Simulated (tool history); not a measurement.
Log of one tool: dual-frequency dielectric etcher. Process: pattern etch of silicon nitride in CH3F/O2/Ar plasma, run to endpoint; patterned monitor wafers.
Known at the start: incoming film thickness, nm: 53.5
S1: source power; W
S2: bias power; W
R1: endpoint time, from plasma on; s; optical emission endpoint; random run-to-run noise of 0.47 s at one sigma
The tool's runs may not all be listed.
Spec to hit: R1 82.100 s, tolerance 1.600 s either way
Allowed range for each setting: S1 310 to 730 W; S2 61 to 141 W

| run | hour | S1 | S2 | R1 |
|---|---|---|---|---|
| 1 | 0.0 | 520 | 101 | 58.064 |
| 2 | 4.1 | 500 | 97 | 60.479 |
| 3 | 4.8 | 570 | 97 | 56.210 |
| 4 | 9.0 | 570 | 82 | 60.572 |
| 5 | 10.1 | 570 | 88 | 58.445 |
| 6 | 11.0 | 570 | 77 | 62.095 |
| 7 | 18.7 | 550 | 76 | 64.208 |
| 8 | 23.5 | 530 | 76 | 65.217 |
| 9 | 31.2 | 510 | 76 | 66.880 |
| 10 | 38.7 | 410 | 62 | 84.707 |
| 11 | 46.0 | 410 | 62 | 84.320 |
| 12 | 48.8 | 450 | 63 | 79.878 |
| 13 | 54.5 | 440 | 63 | 80.227 |

Next run, 5 choices. One meets every target within its allowed miss, the rest don't. Which?
| A | 60.2 | 420 | 64 | ? |
| B | 60.2 | 460 | 63 | ? |
| C | 60.2 | 410 | 71 | ? |
| D | 60.2 | 450 | 68 | ? |
| E | 60.2 | 430 | 70 | ? |

| move | R1 |
|---|---|
| A | 81.630 |
| B | 77.583 |
| C | 79.016 |
| D | 75.932 |
| E | 77.111 |
A: all results in spec
B: further off than the last run
C: further off than the last run
D: further off than the last run
E: further off than the last run
Move A is the one to make.
